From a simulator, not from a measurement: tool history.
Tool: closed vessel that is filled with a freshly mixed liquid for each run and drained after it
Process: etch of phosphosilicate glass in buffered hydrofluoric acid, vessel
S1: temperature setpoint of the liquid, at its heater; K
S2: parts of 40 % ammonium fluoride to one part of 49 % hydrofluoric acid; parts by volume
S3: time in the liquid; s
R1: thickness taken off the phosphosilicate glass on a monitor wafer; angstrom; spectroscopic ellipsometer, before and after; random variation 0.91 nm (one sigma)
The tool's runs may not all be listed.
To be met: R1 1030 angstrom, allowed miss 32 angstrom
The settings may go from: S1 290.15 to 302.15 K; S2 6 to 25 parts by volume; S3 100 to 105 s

run,hour,S1,S2,S3,R1
1,0,294.15,15.5,100,1674.2
2,5.1,296.65,15.5,100,1972.5
3,9,300.15,15.5,100,2283.1
4,17.5,300.15,12.5,100,2872.9
5,18.9,298.65,12.5,100,2649.3
6,26.7,301.65,12.5,100,3152
7,32.3,298.15,14.5,100,2238.1
8,33.3,295.65,16,100,1785.4
9,37.3,294.15,17,100,1533.3
10,41.5,293.15,18,100,1378
11,49.8,292.15,18.5,100,1259.7
12,56.1,291.65,19,100,1183.6

Which of these 4 next moves meets every target?
A,62.4,290.15,20,100,?
B,62.4,290.15,16,100,?
C,62.4,291.65,17.5,100,?
D,62.4,291.65,18.5,105,?

move,R1
A,1046.6
B,1304.7
C,1300.8
D,1292.9
A: meets every target
B: further off than the last run
C: further off than the last run
D: further off than the last run
Move A is the one to make.

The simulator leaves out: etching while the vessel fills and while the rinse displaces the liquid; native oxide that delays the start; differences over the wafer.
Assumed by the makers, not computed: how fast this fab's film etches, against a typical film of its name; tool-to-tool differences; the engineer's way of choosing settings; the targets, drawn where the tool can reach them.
